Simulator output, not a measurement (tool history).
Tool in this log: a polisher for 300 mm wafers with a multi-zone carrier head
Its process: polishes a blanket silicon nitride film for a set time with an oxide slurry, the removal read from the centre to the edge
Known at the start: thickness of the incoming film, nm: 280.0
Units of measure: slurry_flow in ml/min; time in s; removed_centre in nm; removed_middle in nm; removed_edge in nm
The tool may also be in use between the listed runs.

run,hour,slurry_flow,centre_zone,middle_zone,edge_zone,slurry_solids,time,removed_centre,removed_middle,removed_edge
1,0.0,120,1.00,1.00,1.00,1.0,83,32.091,31.701,32.340
2,6.6,135,1.01,1.01,1.00,1.0,83,33.466,32.851,32.808
3,10.8,145,1.02,1.02,1.01,1.0,83,34.052,34.322,33.766
4,16.5,145,1.09,1.02,1.01,1.0,83,36.676,33.737,32.876
5,20.3,150,1.08,1.03,1.02,1.0,83,37.255,34.675,33.870
6,22.2,150,1.08,0.97,1.02,1.0,83,36.571,33.322,33.500

Forecast run 7:
7,25.5,155,1.07,0.99,1.02,1.0,83,?,?,?

Run 7 yielded removed_centre 36.534 nm, removed_middle 33.096 nm, removed_edge 34.255 nm.
